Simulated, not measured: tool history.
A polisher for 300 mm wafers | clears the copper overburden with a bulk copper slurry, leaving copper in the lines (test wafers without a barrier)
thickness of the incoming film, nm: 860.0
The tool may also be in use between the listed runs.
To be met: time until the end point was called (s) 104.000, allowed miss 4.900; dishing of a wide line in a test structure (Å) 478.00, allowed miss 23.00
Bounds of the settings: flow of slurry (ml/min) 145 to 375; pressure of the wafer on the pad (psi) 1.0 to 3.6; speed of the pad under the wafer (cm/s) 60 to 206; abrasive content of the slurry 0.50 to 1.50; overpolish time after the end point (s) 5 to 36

| run | hour | flow of slurry (ml/min) | pressure of the wafer on the pad (psi) | speed of the pad under the wafer (cm/s) | abrasive content of the slurry | overpolish time after the end point (s) | time until the end point was called (s) | dishing of a wide line in a test structure (Å) |
|---|---|---|---|---|---|---|---|---|
| 1 | 0.0 | 240 | 2.3 | 132 | 1.00 | 18 | 114.750 | 781.57 |
| 2 | 4.4 | 240 | 2.3 | 132 | 1.00 | 15 | 113.480 | 680.45 |
| 3 | 12.3 | 240 | 2.3 | 132 | 0.90 | 15 | 114.410 | 675.59 |
| 4 | 20.1 | 240 | 2.3 | 134 | 0.90 | 13 | 115.870 | 646.02 |
| 5 | 26.1 | 250 | 2.2 | 138 | 1.00 | 11 | 114.760 | 562.13 |
| 6 | 32.9 | 250 | 2.2 | 154 | 1.00 | 11 | 102.190 | 604.28 |
| 7 | 39.2 | 255 | 2.2 | 154 | 1.00 | 10 | 100.370 | 574.02 |
| 8 | 44.4 | 260 | 2.0 | 156 | 1.00 | 5 | 109.780 | 305.34 |
| 9 | 52.6 | 255 | 2.1 | 154 | 1.00 | 6 | 104.970 | 371.34 |
| 10 | 58.1 | 255 | 2.1 | 152 | 1.00 | 6 | 107.920 | 361.80 |
| 11 | 64.0 | 250 | 2.1 | 150 | 1.00 | 6 | 111.110 | 361.33 |
| 12 | 69.1 | 250 | 2.1 | 150 | 1.00 | 6 | 112.300 | 361.18 |
| 13 | 72.1 | 250 | 2.4 | 146 | 1.00 | 14 | 97.796 | 752.40 |
| 14 | 79.0 | 255 | 2.3 | 148 | 1.05 | 13 | 100.910 | 691.19 |
| 15 | 82.0 | 250 | 2.3 | 150 | 1.05 | 12 | 100.990 | 649.25 |
| 16 | 89.2 | 255 | 2.3 | 152 | 1.05 | 11 | 98.380 | 618.91 |
| 17 | 96.6 | 255 | 2.3 | 154 | 1.05 | 11 | 95.373 | 623.12 |
| 18 | 101.5 | 255 | 2.0 | 158 | 1.05 | 5 | 110.050 | 315.64 |
| 19 | 105.5 | 260 | 2.1 | 156 | 1.05 | 6 | 105.810 | 374.83 |
| 20 | 112.9 | 260 | 2.1 | 154 | 1.05 | 6 | 107.420 | 363.73 |
| 21 | 121.1 | 255 | 2.1 | 152 | 1.05 | 6 | 106.720 | 362.71 |
| 22 | 125.2 | 250 | 2.1 | 152 | 1.00 | 6 | 105.250 | 363.79 |

5 next moves are on the table. One of them brings every result within its allowed miss. Which?
| A | 129.3 | 250 | 2.1 | 154 | 1.00 | 10 | ? | ? |
| B | 129.3 | 280 | 2.5 | 124 | 1.05 | 11 | ? | ? |
| C | 129.3 | 300 | 2.2 | 144 | 1.10 | 9 | ? | ? |
| D | 129.3 | 255 | 1.8 | 184 | 1.10 | 8 | ? | ? |
| E | 129.3 | 220 | 2.3 | 138 | 1.25 | 10 | ? | ? |

| move | time until the end point was called (s) | dishing of a wide line in a test structure (Å) |
|---|---|---|
| A | 106.030 | 546.11 |
| B | 108.100 | 587.98 |
| C | 104.170 | 514.72 |
| D | 101.250 | 471.56 |
| E | 104.980 | 555.61 |
A: takes the result that was furthest off past its target
B: takes the result that was furthest off past its target
C: takes the result that was furthest off past its target
D: meets every target
E: takes the result that was furthest off past its target
The right move is D.

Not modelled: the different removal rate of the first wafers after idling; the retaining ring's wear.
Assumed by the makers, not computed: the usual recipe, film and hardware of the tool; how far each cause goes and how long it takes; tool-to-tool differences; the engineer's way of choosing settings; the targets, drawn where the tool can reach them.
